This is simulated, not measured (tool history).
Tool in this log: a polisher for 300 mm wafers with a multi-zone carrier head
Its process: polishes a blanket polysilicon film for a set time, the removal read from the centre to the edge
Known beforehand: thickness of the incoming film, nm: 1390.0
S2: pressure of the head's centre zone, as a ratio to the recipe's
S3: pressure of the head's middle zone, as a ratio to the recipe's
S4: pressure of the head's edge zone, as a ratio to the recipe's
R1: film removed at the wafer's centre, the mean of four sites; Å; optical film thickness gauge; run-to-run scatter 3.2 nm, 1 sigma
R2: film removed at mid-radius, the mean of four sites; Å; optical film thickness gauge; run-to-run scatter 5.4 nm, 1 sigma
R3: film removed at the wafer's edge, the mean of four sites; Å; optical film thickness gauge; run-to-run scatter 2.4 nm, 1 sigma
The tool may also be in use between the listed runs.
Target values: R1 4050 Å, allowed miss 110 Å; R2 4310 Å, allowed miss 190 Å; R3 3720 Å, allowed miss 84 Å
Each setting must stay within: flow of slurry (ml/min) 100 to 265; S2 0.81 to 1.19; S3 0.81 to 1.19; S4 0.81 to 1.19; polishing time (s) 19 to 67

run 1 hour=0 | flow_of_slurry_(ml/min)=170 S2=1 S3=1 S4=1 polishing_time_(s)=43 | R1=4925.1 R2=4909.6 R3=4699.8
run 2 hour=8.5 | flow_of_slurry_(ml/min)=170 S2=1 S3=1.08 S4=1 polishing_time_(s)=43 | R1=4919 R2=5177.8 R3=4661.6
run 3 hour=11.8 | flow_of_slurry_(ml/min)=160 S2=0.99 S3=1.07 S4=0.95 polishing_time_(s)=41 | R1=4607.2 R2=4882.1 R3=4341.5
run 4 hour=15.3 | flow_of_slurry_(ml/min)=160 S2=0.95 S3=1.07 S4=0.95 polishing_time_(s)=41 | R1=4573.7 R2=4925.3 R3=4313.1
run 5 hour=22.9 | flow_of_slurry_(ml/min)=160 S2=0.95 S3=1.07 S4=0.95 polishing_time_(s)=47 | R1=5117.9 R2=5576.1 R3=4941.7
run 6 hour=29.6 | flow_of_slurry_(ml/min)=155 S2=0.95 S3=1.06 S4=0.92 polishing_time_(s)=44 | R1=4836.4 R2=5197.9 R3=4516.8
run 7 hour=34.5 | flow_of_slurry_(ml/min)=145 S2=0.93 S3=1.04 S4=0.9 polishing_time_(s)=42 | R1=4447 R2=4839.3 R3=4320.5
run 8 hour=42.7 | flow_of_slurry_(ml/min)=145 S2=0.94 S3=1.04 S4=0.88 polishing_time_(s)=40 | R1=4229.2 R2=4642.7 R3=4005.6
run 9 hour=49.2 | flow_of_slurry_(ml/min)=140 S2=0.95 S3=1.03 S4=0.86 polishing_time_(s)=40 | R1=4292.5 R2=4356.4 R3=3968
run 10 hour=53.5 | flow_of_slurry_(ml/min)=135 S2=0.94 S3=1.04 S4=0.85 polishing_time_(s)=40 | R1=4196.9 R2=4447.2 R3=3915.7
run 11 hour=55.2 | flow_of_slurry_(ml/min)=130 S2=0.94 S3=1.05 S4=0.84 polishing_time_(s)=40 | R1=4183.8 R2=4487.7 R3=3868.8
run 12 hour=62.6 | flow_of_slurry_(ml/min)=125 S2=0.94 S3=1.05 S4=0.83 polishing_time_(s)=40 | R1=4105 R2=4586.2 R3=3787

Next run, 5 choices. One meets every target within its allowed miss, the rest don't. Which?
run A hour=70 | flow_of_slurry_(ml/min)=145 S2=0.94 S3=1.16 S4=0.92 polishing_time_(s)=38 | R1=? R2=? R3=?
run B hour=70 | flow_of_slurry_(ml/min)=125 S2=0.89 S3=1.09 S4=0.81 polishing_time_(s)=41 | R1=? R2=? R3=?
run C hour=70 | flow_of_slurry_(ml/min)=100 S2=0.96 S3=1.06 S4=0.81 polishing_time_(s)=44 | R1=? R2=? R3=?
run D hour=70 | flow_of_slurry_(ml/min)=105 S2=0.9 S3=0.96 S4=0.81 polishing_time_(s)=43 | R1=? R2=? R3=?
run E hour=70 | flow_of_slurry_(ml/min)=105 S2=0.99 S3=1.08 S4=0.84 polishing_time_(s)=40 | R1=? R2=? R3=?

move=A R1=4050.3 R2=4733.3 R3=3894.3
move=B R1=4032.3 R2=4700.9 R3=3877.8
move=C R1=4266.9 R2=4636.3 R3=3989.5
move=D R1=4036 R2=4259.5 R3=3943.2
move=E R1=4042.1 R2=4340.9 R3=3721.6
A: lands further from the targets than the last run did
B: lands further from the targets than the last run did
C: lands further from the targets than the last run did
D: brings the last run's worst result on target, with another outside its allowed miss
E: all results in spec
The move that meets every target is E.

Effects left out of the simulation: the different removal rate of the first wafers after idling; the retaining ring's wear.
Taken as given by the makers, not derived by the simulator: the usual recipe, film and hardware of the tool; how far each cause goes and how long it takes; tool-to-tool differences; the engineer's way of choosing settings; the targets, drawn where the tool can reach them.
